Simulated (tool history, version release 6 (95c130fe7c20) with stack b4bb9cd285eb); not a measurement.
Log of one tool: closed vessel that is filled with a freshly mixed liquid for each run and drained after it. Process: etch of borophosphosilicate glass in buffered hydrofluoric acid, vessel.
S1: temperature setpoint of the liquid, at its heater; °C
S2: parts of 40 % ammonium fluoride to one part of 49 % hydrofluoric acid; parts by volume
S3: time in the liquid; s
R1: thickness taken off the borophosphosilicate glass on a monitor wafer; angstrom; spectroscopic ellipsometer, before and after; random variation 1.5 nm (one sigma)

| run | hour | S1 | S2 | S3 | R1 |
|---|---|---|---|---|---|
| 1 | 0 | 25 | 13 | 90 | 1212.6 |
| 2 | 5.7 | 25 | 11.5 | 90 | 1388.3 |
| 3 | 9.6 | 26.5 | 11.5 | 90 | 1504.1 |
| 4 | 17.4 | 26.5 | 11.5 | 100 | 1635.6 |
| 5 | 23.8 | 28 | 11.5 | 100 | 1791.2 |
| 6 | 29.8 | 28 | 11.5 | 90 | 1596.2 |
| 7 | 37 | 29 | 11 | 90 | 1777.5 |

The next listed run, before its measurement:
| 8 | 45.8 | 30 | 11 | 90 | ? |

{"run 8": {"R1": 1863.4}}
